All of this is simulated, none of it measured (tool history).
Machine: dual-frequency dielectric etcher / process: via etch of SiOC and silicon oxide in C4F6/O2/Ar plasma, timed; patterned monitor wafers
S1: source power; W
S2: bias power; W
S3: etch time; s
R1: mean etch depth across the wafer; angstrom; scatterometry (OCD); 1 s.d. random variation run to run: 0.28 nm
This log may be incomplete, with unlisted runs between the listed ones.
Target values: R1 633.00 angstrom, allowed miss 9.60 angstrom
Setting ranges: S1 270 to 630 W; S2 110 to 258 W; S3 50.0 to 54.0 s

run,hour,S1,S2,S3,R1
1,0.0,450,184,54.0,684.25
2,2.7,450,211,54.0,718.62
3,5.1,450,211,54.0,721.00
4,6.1,450,197,54.0,709.57
5,12.2,410,195,54.0,680.91
6,13.7,410,174,54.0,660.05
7,14.2,390,173,54.0,649.68
8,17.0,380,172,54.0,646.07

5 next moves are on the table. One of them brings every result within its allowed miss. Which?
A,19.8,390,177,50.5,?
B,19.8,390,220,51.0,?
C,19.8,390,183,50.0,?
D,19.8,390,190,53.5,?
E,19.8,350,185,52.5,?

move,R1
A,613.86
B,669.11
C,614.84
D,666.53
E,631.30
A: moves the result that the last run missed by most past its target, out the other side
B: lands further from the targets than the last run did
C: moves the result that the last run missed by most past its target, out the other side
D: lands further from the targets than the last run did
E: each result inside its tolerance
Move E is the one to make.
